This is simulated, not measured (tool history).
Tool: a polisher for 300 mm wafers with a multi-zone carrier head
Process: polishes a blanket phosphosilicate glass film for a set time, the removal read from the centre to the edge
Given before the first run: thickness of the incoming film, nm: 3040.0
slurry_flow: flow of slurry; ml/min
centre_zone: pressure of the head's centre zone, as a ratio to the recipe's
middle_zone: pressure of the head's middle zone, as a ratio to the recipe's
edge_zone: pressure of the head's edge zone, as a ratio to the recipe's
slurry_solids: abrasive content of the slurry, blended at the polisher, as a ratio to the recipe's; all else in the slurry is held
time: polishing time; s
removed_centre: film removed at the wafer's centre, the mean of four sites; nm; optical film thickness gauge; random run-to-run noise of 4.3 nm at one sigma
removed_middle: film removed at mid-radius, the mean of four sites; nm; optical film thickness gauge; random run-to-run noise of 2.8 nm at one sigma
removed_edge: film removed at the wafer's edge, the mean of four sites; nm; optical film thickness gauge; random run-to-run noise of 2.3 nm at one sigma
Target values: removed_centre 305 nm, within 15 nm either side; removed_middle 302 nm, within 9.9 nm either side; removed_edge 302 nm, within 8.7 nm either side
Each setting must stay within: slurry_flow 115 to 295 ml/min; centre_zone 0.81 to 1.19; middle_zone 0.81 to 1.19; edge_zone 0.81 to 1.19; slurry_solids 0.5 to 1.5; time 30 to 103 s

run  hour  slurry_flow  centre_zone  middle_zone  edge_zone  slurry_solids  time  removed_centre  removed_middle  removed_edge
  1     0          190            1            1          1              1    66          430.91          437.43        446.67
  2   1.2          190            1         0.99       0.98           0.95    65          428.41          420.49        423.91
  3   4.3          185         0.98         0.98       0.97            0.9    65          403.47          410.52        415.57
  4   5.9          220         0.98         0.98       0.97            0.9    65          409.31          411.83        416.66
  5  11.9          220         0.98         0.97       0.96           0.85    64          395.73          393.37        395.87
  6    17          220         0.97         0.96       0.95            0.8    64          379.46          384.41        382.86
  7  25.4          220         0.97         0.95       0.94           0.75    64          359.18          368.27        364.83
  8  31.3          175         0.97         0.85       0.84            0.6    64          307.79          288.07        298.18

Exercise: of the 4 proposed moves below, exactly one satisfies all targets within the stated allowed misses. Which move is it?
  A  37.2          230         1.03         0.88       0.83            0.5    68               ?               ?             ?
  B  37.2          225         1.09         0.93       0.81            0.8    52               ?               ?             ?
  C  37.2          180         0.96         0.88       0.83           0.65    61               ?               ?             ?
  D  37.2          150         0.98         0.81       0.96           0.65    61               ?               ?             ?

move  removed_centre  removed_middle  removed_edge
   A          323.31          289.69        283.67
   B          348.92          305.11        286.13
   C          310.25           299.5        295.36
   D          308.09          278.47        310.29
A: further off than the last run
B: puts the biggest miss on target and leaves a different result outside tolerance
C: every result lands within tolerance
D: further off than the last run
Go with C: it meets all targets.

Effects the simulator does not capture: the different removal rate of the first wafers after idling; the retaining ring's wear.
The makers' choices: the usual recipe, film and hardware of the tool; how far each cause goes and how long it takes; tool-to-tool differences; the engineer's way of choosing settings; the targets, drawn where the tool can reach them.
